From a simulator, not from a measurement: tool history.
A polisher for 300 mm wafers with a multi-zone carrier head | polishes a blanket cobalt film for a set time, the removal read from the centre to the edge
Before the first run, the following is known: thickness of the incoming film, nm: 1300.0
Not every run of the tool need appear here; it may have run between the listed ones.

| run | hour | flow of slurry (ml/min) | pressure of the head's centre zone | pressure of the head's middle zone | pressure of the head's edge zone | polishing time (s) | film removed at the wafer's centre (nm) | film removed at mid-radius (nm) | film removed at the wafer's edge (nm) |
|---|---|---|---|---|---|---|---|---|---|
| 1 | 0 | 205 | 1 | 1 | 1 | 63 | 291.92 | 285.5 | 307.46 |
| 2 | 3.2 | 205 | 1 | 1 | 1 | 73 | 329.6 | 339.75 | 360.03 |
| 3 | 9.7 | 200 | 0.97 | 0.98 | 0.98 | 66 | 295.49 | 298.12 | 315.02 |
| 4 | 16.6 | 200 | 0.92 | 0.98 | 0.98 | 66 | 277.79 | 296.38 | 315.06 |
| 5 | 24.3 | 250 | 0.92 | 0.98 | 0.98 | 66 | 287.7 | 311.92 | 318.63 |
| 6 | 24.9 | 285 | 0.92 | 0.98 | 0.98 | 66 | 290.1 | 317.91 | 325.99 |
| 7 | 25.9 | 275 | 0.9 | 0.95 | 0.97 | 61 | 263.75 | 281.86 | 304.7 |
| 8 | 34.7 | 265 | 0.89 | 0.94 | 0.94 | 56 | 233.29 | 249.44 | 272.86 |
| 9 | 43.6 | 255 | 0.9 | 0.93 | 0.91 | 53 | 230.47 | 233.9 | 251.03 |
| 10 | 44.9 | 245 | 0.88 | 0.91 | 0.89 | 51 | 212.64 | 216.95 | 239.46 |
| 11 | 49.6 | 235 | 0.87 | 0.9 | 0.87 | 50 | 203.1 | 211.64 | 231.79 |

Run 12 is up next; what results do you expect?
| 12 | 55.5 | 230 | 0.87 | 0.89 | 0.86 | 49 | ? | ? | ? |

{"run 12": {"film removed at the wafer's centre (nm)": 196.36, "film removed at mid-radius (nm)": 206, "film removed at the wafer's edge (nm)": 223.43}}
